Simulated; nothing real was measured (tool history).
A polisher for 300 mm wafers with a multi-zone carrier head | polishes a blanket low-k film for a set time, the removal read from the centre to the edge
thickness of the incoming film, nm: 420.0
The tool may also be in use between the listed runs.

run	day	flow of slurry (ml/min)	pressure of the head's centre zone	pressure of the head's middle zone	pressure of the head's edge zone	abrasive content of the slurry	polishing time (s)	film removed at the wafer's centre (angstrom)	film removed at mid-radius (angstrom)	film removed at the wafer's edge (angstrom)
1	0.000	245	1.00	1.00	1.00	1.00	82	235.19	228.80	232.66
2	0.179	245	0.95	1.00	1.00	1.00	82	223.52	230.44	233.06
3	0.229	240	0.93	0.98	0.99	0.90	80	200.38	206.33	209.44
4	0.542	240	0.93	0.98	0.99	0.75	80	174.74	182.70	185.89
5	0.629	240	0.93	0.98	0.99	0.75	96	212.40	216.54	222.65
6	0.988	240	0.93	0.98	0.99	0.75	112	239.24	252.93	261.31
7	1.338	230	0.91	0.97	0.98	0.70	107	218.06	232.13	234.42
8	1.512	225	0.89	0.96	0.99	0.65	102	186.91	197.83	207.68
9	1.729	215	0.88	0.95	0.98	0.60	101	165.59	183.77	190.52
10	1.929	175	0.88	0.85	0.88	0.50	99	131.11	130.01	144.14
11	2.267	180	0.87	0.86	0.88	0.50	99	125.49	129.35	143.19
12	2.325	190	0.89	0.95	0.92	0.55	99	149.82	159.17	163.87
13	2.446	185	0.88	0.94	0.92	0.55	99	143.75	155.66	164.40
14	2.521	185	0.88	0.94	0.91	0.55	99	149.23	157.70	164.39
15	2.658	185	0.88	0.94	0.91	0.55	99	149.98	157.64	162.87
16	2.721	180	0.87	0.93	0.91	0.55	99	143.34	157.44	160.78

Run 17 comes next. What will it give?
17	3.017	175	0.87	0.92	0.91	0.55	99	?	?	?

Run 17 gave film removed at the wafer's centre (angstrom) 146.27, film removed at mid-radius (angstrom) 153.55, film removed at the wafer's edge (angstrom) 160.77.
